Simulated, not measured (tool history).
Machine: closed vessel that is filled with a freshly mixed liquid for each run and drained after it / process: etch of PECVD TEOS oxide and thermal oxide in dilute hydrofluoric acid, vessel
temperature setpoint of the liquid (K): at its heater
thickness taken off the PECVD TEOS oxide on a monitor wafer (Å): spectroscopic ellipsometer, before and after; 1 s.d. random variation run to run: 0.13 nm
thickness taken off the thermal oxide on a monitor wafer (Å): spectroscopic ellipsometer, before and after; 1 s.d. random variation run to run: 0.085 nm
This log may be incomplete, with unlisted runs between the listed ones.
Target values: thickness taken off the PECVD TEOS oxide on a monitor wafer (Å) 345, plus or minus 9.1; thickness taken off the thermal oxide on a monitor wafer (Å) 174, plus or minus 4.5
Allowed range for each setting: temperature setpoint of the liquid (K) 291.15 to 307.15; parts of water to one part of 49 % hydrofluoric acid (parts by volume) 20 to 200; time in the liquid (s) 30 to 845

| run | hour | temperature setpoint of the liquid (K) | parts of water to one part of 49 % hydrofluoric acid (parts by volume) | time in the liquid (s) | thickness taken off the PECVD TEOS oxide on a monitor wafer (Å) | thickness taken off the thermal oxide on a monitor wafer (Å) |
|---|---|---|---|---|---|---|
| 1 | 0 | 299.15 | 110 | 430 | 428.79 | 216.75 |
| 2 | 2.9 | 298.15 | 110 | 430 | 413.66 | 208 |
| 3 | 8.5 | 298.15 | 85 | 430 | 548.43 | 276.5 |
| 4 | 11.5 | 299.65 | 85 | 430 | 579.47 | 293.34 |
| 5 | 13.8 | 298.65 | 90 | 430 | 525.41 | 265.71 |
| 6 | 18.6 | 298.65 | 115 | 430 | 400.78 | 201.37 |
| 7 | 26.5 | 298.15 | 115 | 430 | 392.68 | 197.28 |
| 8 | 33.7 | 297.65 | 115 | 430 | 386.59 | 194.12 |
| 9 | 37.2 | 297.15 | 115 | 430 | 375.09 | 190.96 |
|  | 41.2 | hydrofluoric acid flow meter replaced |
| 10 | 41.2 | 296.15 | 115 | 430 | 333.27 | 169.03 |

Exactly one of the 4 candidate moves below puts every result within its allowed miss. Which one?
| A | 45.2 | 297.65 | 145 | 495 | ? | ? |
| B | 45.2 | 301.65 | 130 | 435 | ? | ? |
| C | 45.2 | 296.15 | 115 | 480 | ? | ? |
| D | 45.2 | 292.65 | 85 | 365 | ? | ? |

| move | thickness taken off the PECVD TEOS oxide on a monitor wafer (Å) | thickness taken off the thermal oxide on a monitor wafer (Å) |
|---|---|---|
| A | 311.96 | 156.45 |
| B | 362.07 | 181.57 |
| C | 372.65 | 186.88 |
| D | 344.26 | 172.65 |
A: misses by more than the last run did
B: carries the result that was furthest off beyond its target, to the other side
C: carries the result that was furthest off beyond its target, to the other side
D: hits every target within its allowed miss
The move that meets every target is D.
